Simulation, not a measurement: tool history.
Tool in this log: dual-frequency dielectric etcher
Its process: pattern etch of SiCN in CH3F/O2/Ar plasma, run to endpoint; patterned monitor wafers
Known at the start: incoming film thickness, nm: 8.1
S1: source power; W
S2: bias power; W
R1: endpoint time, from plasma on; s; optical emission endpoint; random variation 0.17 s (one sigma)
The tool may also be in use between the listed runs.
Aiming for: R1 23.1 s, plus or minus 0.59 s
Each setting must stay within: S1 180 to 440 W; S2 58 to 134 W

run 1 hour=0 | S1=310 S2=96 | R1=20.331
run 2 hour=1.2 | S1=290 S2=96 | R1=20.6
run 3 hour=9.2 | S1=250 S2=96 | R1=21.017
run 4 hour=14.3 | S1=250 S2=89 | R1=21.633
run 5 hour=18.2 | S1=270 S2=89 | R1=21.565
run 6 hour=19.5 | S1=320 S2=89 | R1=20.575
run 7 hour=26.4 | S1=310 S2=87 | R1=21.04
run 8 hour=31 | S1=300 S2=85 | R1=21.662
run 9 hour=33.6 | S1=260 S2=82 | R1=22.321
run 10 hour=38 | S1=260 S2=81 | R1=22.457

Which one of the following 5 next-run settings gets every result inside its allowed miss? There is exactly one.
run A hour=42.4 | S1=220 S2=92 | R1=?
run B hour=42.4 | S1=260 S2=85 | R1=?
run C hour=42.4 | S1=250 S2=90 | R1=?
run D hour=42.4 | S1=250 S2=88 | R1=?
run E hour=42.4 | S1=260 S2=75 | R1=?

move=A R1=21.641
move=B R1=21.764
move=C R1=21.397
move=D R1=21.597
move=E R1=22.91
A: its largest miss is bigger than the last run's
B: its largest miss is bigger than the last run's
C: its largest miss is bigger than the last run's
D: its largest miss is bigger than the last run's
E: all results in spec
E meets every target.

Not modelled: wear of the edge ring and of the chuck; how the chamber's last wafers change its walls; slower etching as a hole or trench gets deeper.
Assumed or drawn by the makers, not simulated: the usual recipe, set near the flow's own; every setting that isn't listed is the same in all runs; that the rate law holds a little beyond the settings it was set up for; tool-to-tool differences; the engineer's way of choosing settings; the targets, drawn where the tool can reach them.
